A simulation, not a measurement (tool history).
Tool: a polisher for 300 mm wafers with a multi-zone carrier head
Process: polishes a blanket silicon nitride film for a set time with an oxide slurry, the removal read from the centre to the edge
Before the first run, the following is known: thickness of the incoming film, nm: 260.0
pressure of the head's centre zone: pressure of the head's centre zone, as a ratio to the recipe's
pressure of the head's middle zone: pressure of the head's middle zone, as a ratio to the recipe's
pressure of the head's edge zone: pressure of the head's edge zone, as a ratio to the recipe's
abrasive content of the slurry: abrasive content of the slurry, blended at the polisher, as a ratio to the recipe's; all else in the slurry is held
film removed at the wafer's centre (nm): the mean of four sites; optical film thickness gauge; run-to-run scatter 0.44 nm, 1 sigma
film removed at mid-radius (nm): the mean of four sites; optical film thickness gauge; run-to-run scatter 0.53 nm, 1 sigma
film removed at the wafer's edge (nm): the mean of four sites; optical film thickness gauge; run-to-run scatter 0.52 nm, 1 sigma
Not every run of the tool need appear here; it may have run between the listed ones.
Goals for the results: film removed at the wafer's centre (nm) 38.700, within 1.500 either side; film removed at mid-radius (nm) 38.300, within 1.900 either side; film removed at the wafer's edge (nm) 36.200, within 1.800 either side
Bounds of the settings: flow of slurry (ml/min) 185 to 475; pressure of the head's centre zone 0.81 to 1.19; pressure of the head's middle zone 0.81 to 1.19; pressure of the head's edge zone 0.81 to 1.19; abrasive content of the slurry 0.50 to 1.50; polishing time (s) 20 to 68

run,day,flow of slurry (ml/min),pressure of the head's centre zone,pressure of the head's middle zone,pressure of the head's edge zone,abrasive content of the slurry,polishing time (s),film removed at the wafer's centre (nm),film removed at mid-radius (nm),film removed at the wafer's edge (nm)
1,0.000,305,1.00,1.00,1.00,1.00,44,28.714,29.791,28.442
2,0.300,305,1.00,1.00,1.00,1.10,44,30.283,30.357,29.058
3,0.421,305,1.00,1.00,1.03,1.10,44,30.021,30.945,29.192
4,0.742,305,1.07,1.00,1.03,1.10,44,32.673,30.317,30.230
5,0.800,305,1.04,1.00,1.03,1.10,44,32.232,29.886,30.097
6,1.025,305,1.03,1.04,1.06,1.20,45,33.773,33.054,32.583
7,1.279,310,1.04,1.08,1.06,1.25,45,34.413,34.941,34.450
# day 1.542: worn pad replaced by a new one
8,1.542,320,1.14,1.15,0.99,1.35,46,44.619,44.626,38.056
9,1.600,315,1.11,1.12,1.00,1.35,46,44.265,42.674,37.937

4 candidate next runs follow, results not yet known. Just one meets every target within its allowed miss. Identify it.
A,1.658,200,1.14,0.86,1.19,1.50,44,?,?,?
B,1.658,320,1.14,1.06,1.00,1.40,43,?,?,?
C,1.658,260,1.10,1.09,1.07,1.05,47,?,?,?
D,1.658,320,1.13,0.91,1.19,1.45,42,?,?,?

move,film removed at the wafer's centre (nm),film removed at mid-radius (nm),film removed at the wafer's edge (nm)
A,43.113,34.128,41.161
B,43.098,38.887,37.101
C,39.283,37.511,36.403
D,42.263,34.817,40.065
A: nearer the targets than the last run, but a result is still out of spec
B: nearer the targets than the last run, but a result is still out of spec
C: in spec on every target
D: nearer the targets than the last run, but a result is still out of spec
The move that meets every target is C.

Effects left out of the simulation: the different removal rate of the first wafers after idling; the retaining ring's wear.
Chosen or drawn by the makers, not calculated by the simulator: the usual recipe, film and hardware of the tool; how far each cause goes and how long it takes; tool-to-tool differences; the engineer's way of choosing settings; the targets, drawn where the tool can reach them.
